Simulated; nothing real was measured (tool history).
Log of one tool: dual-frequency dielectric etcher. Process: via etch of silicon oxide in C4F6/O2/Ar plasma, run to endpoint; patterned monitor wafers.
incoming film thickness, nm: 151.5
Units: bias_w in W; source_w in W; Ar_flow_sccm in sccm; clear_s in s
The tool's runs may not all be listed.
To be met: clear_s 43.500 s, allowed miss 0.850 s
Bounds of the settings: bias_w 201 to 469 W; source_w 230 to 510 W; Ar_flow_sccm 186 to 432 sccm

run,hour,bias_w,source_w,Ar_flow_sccm,clear_s
1,0.0,335,370,309,39.503
2,2.0,335,390,309,39.239
3,9.6,319,390,310,39.630
4,11.8,319,390,264,38.826
5,15.3,278,390,264,40.454
6,17.9,266,390,265,40.741
7,22.6,256,390,266,41.858
8,28.0,251,390,266,41.652
9,33.0,208,380,268,44.429

Which of these 5 next moves meets every target?
A,38.0,219,440,259,?
B,38.0,211,380,297,?
C,38.0,275,380,275,?
D,38.0,238,400,351,?
E,38.0,201,380,299,?

move,clear_s
A,41.783
B,44.863
C,41.242
D,43.492
E,45.492
A: takes the result that was furthest off past its target
B: further off than the last run
C: takes the result that was furthest off past its target
D: meets every target
E: further off than the last run
Answer: D

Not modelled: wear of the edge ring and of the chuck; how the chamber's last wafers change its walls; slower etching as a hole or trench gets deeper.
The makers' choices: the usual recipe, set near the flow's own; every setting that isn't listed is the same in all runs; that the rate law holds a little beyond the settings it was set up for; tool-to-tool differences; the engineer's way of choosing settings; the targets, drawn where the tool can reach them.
